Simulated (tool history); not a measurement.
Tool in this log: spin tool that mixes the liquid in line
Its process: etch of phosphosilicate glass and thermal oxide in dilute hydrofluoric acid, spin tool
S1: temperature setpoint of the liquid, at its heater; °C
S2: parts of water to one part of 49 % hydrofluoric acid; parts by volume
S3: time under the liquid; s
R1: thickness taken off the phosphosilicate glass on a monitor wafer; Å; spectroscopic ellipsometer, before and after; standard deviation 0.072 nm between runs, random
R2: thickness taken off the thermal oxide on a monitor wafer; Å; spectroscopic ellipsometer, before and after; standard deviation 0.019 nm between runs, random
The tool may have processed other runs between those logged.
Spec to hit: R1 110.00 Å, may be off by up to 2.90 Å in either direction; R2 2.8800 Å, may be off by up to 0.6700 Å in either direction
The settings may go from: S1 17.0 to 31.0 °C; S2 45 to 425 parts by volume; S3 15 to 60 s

run	hour	S1	S2	S3	R1	R2
1	0.0	23.0	235	30	195.77	5.2512
2	1.8	19.5	235	30	171.06	4.4215
3	7.4	17.5	235	30	160.86	3.9105
4	8.2	17.5	250	30	145.40	4.2163
5	15.5	17.5	255	30	143.15	3.7650
6	24.1	21.0	255	30	164.45	4.6038
7	31.4	20.5	265	30	153.85	3.9679
8	35.4	20.0	275	30	143.76	3.6044

Below are 4 possible settings for the next run. Only one of them brings all results inside the allowed miss of their targets. Which is it?
A	39.4	20.5	375	35	?	?
B	39.4	21.0	270	20	?	?
C	39.4	22.0	260	20	?	?
D	39.4	21.5	270	20	?	?

move	R1	R2
A	116.01	2.6999
B	102.93	2.3955
C	111.93	2.6049
D	104.83	2.4397
A: gains on the last run, yet a result remains outside its allowed miss
B: takes the biggest miss from the last run beyond its target
C: all results in spec
D: takes the biggest miss from the last run beyond its target
C is the move that brings every result within its allowed miss.
